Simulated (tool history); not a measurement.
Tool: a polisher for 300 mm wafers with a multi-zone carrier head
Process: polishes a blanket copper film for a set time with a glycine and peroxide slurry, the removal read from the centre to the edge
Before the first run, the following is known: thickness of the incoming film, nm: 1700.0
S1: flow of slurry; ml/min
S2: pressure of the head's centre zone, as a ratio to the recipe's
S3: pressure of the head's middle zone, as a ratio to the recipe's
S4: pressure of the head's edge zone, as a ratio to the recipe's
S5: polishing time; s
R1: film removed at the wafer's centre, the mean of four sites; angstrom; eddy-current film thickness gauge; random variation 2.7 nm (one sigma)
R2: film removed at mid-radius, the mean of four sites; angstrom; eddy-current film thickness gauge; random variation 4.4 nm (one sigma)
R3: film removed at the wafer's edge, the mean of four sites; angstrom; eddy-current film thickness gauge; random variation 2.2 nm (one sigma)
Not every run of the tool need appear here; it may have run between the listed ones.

Run 1, hour 0.0: S1 145 ml/min, S2 1.00, S3 1.00, S4 1.00, S5 75 s. Result: R1 3935.0 angstrom, R2 3845.1 angstrom, R3 3840.4 angstrom.
Run 2, hour 2.9: S1 110 ml/min, S2 1.00, S3 1.00, S4 1.00, S5 75 s. Result: R1 3660.3 angstrom, R2 3705.3 angstrom, R3 3704.5 angstrom.
Run 3, hour 3.9: S1 95 ml/min, S2 1.00, S3 1.00, S4 1.00, S5 75 s. Result: R1 3644.9 angstrom, R2 3639.3 angstrom, R3 3621.3 angstrom.
Run 4, hour 10.8: S1 95 ml/min, S2 0.94, S3 1.00, S4 1.00, S5 75 s. Result: R1 3346.5 angstrom, R2 3595.0 angstrom, R3 3664.3 angstrom.
Run 5, hour 17.3: S1 95 ml/min, S2 0.94, S3 1.00, S4 1.08, S5 75 s. Result: R1 3377.5 angstrom, R2 3637.9 angstrom, R3 3753.2 angstrom.
Run 6, hour 22.5: S1 95 ml/min, S2 0.96, S3 1.02, S4 1.06, S5 74 s. Result: R1 3452.6 angstrom, R2 3619.3 angstrom, R3 3662.1 angstrom.
Run 7, hour 24.2: S1 95 ml/min, S2 0.97, S3 1.04, S4 1.04, S5 74 s. Result: R1 3420.6 angstrom, R2 3595.7 angstrom, R3 3623.9 angstrom.
Run 8, hour 29.7: S1 95 ml/min, S2 0.98, S3 1.06, S4 1.01, S5 74 s. Result: R1 3476.0 angstrom, R2 3756.6 angstrom, R3 3572.3 angstrom.
Run 9, hour 30.2: S1 95 ml/min, S2 0.99, S3 1.06, S4 1.00, S5 74 s. Result: R1 3445.5 angstrom, R2 3728.4 angstrom, R3 3581.5 angstrom.
Run 10, hour 38.5: S1 95 ml/min, S2 1.00, S3 1.07, S4 0.98, S5 74 s. Result: R1 3531.9 angstrom, R2 3787.5 angstrom, R3 3599.9 angstrom.
Run 11, hour 39.3: S1 95 ml/min, S2 1.01, S3 1.08, S4 0.97, S5 73 s. Result: R1 3570.8 angstrom, R2 3729.0 angstrom, R3 3516.2 angstrom.
Run 12, hour 47.6: S1 95 ml/min, S2 1.01, S3 1.09, S4 0.96, S5 73 s. Result: R1 3525.3 angstrom, R2 3717.0 angstrom, R3 3508.5 angstrom.
Run 13, hour 55.3: S1 95 ml/min, S2 1.02, S3 1.10, S4 0.95, S5 73 s. Result: R1 3558.5 angstrom, R2 3814.6 angstrom, R3 3478.8 angstrom.
Run 14, hour 61.5: S1 95 ml/min, S2 1.02, S3 1.10, S4 0.94, S5 73 s. Result: R1 3599.2 angstrom, R2 3837.0 angstrom, R3 3471.6 angstrom.

Predict the results of run 15:
Run 15, hour 63.9: S1 95 ml/min, S2 1.02, S3 1.10, S4 0.93, S5 73 s. Result: R1 ?, R2 ?, R3 ?.

{"run 15": {"R1": 3583.0, "R2": 3892.7, "R3": 3432.8}}

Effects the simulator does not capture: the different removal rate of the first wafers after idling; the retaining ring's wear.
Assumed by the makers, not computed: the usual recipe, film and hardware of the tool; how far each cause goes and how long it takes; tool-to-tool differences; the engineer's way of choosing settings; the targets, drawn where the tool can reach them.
